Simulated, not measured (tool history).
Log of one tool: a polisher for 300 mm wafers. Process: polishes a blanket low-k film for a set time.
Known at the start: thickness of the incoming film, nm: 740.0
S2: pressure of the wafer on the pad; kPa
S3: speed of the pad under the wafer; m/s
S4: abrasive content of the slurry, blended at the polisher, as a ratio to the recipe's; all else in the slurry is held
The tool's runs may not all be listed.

Run 1, hour 0.0: flow of slurry (ml/min) 310, S2 10.3 kPa, S3 1.00 m/s, S4 1.0, polishing time (s) 49. Result: film removed (Å) 148.05.
Run 2, hour 7.3: flow of slurry (ml/min) 310, S2 11.0 kPa, S3 1.00 m/s, S4 1.0, polishing time (s) 49. Result: film removed (Å) 156.00.
Run 3, hour 15.9: flow of slurry (ml/min) 310, S2 11.7 kPa, S3 1.00 m/s, S4 1.0, polishing time (s) 49. Result: film removed (Å) 167.89.
Run 4, hour 19.6: flow of slurry (ml/min) 310, S2 12.4 kPa, S3 1.00 m/s, S4 1.0, polishing time (s) 49. Result: film removed (Å) 175.09.
Run 5, hour 21.5: flow of slurry (ml/min) 310, S2 12.4 kPa, S3 1.00 m/s, S4 1.2, polishing time (s) 49. Result: film removed (Å) 195.62.
Run 6, hour 28.3: flow of slurry (ml/min) 310, S2 12.4 kPa, S3 1.00 m/s, S4 1.2, polishing time (s) 51. Result: film removed (Å) 203.20.
Run 7, hour 33.3: flow of slurry (ml/min) 310, S2 13.1 kPa, S3 1.00 m/s, S4 1.2, polishing time (s) 51. Result: film removed (Å) 215.11.

The next listed run, before its measurement:
Run 8, hour 37.5: flow of slurry (ml/min) 315, S2 14.5 kPa, S3 1.00 m/s, S4 1.2, polishing time (s) 51. Result: film removed (Å) ?.

{"run 8": {"film removed (Å)": 232.17}}

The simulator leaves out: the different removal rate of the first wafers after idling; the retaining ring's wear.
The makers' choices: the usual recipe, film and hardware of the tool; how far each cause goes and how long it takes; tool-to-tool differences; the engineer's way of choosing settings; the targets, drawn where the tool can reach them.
